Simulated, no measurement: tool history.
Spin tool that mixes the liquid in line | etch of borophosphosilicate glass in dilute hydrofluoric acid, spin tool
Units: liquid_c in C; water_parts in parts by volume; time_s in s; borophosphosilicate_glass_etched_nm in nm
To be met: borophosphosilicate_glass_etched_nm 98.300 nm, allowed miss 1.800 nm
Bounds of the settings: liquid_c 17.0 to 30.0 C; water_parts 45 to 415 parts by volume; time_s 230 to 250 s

| run | hour | liquid_c | water_parts | time_s | borophosphosilicate_glass_etched_nm |
|---|---|---|---|---|---|
| 1 | 0.0 | 22.0 | 230 | 230 | 33.475 |
| 2 | 6.0 | 22.0 | 230 | 250 | 36.558 |
| 3 | 7.9 | 24.5 | 190 | 250 | 50.655 |
| 4 | 11.4 | 26.0 | 165 | 250 | 62.535 |
| 5 | 13.2 | 22.5 | 165 | 250 | 55.323 |
| 6 | 17.6 | 22.5 | 165 | 250 | 55.700 |
| 7 | 19.6 | 24.5 | 145 | 250 | 69.466 |
| 8 | 24.2 | 26.0 | 135 | 250 | 80.204 |
| 9 | 27.8 | 30.0 | 135 | 250 | 92.806 |

4 next moves are on the table. One of them brings every result within its allowed miss. Which?
| A | 31.4 | 28.0 | 125 | 250 | ? |
| B | 31.4 | 30.0 | 125 | 240 | ? |
| C | 31.4 | 29.5 | 130 | 250 | ? |
| D | 31.4 | 28.0 | 110 | 235 | ? |

| move | borophosphosilicate_glass_etched_nm |
|---|---|
| A | 94.709 |
| B | 97.915 |
| C | 95.643 |
| D | 103.180 |
A: nearer than the last run, and not there yet
B: meets every target
C: nearer than the last run, and not there yet
D: takes the result that was furthest off past its target
Answer: B
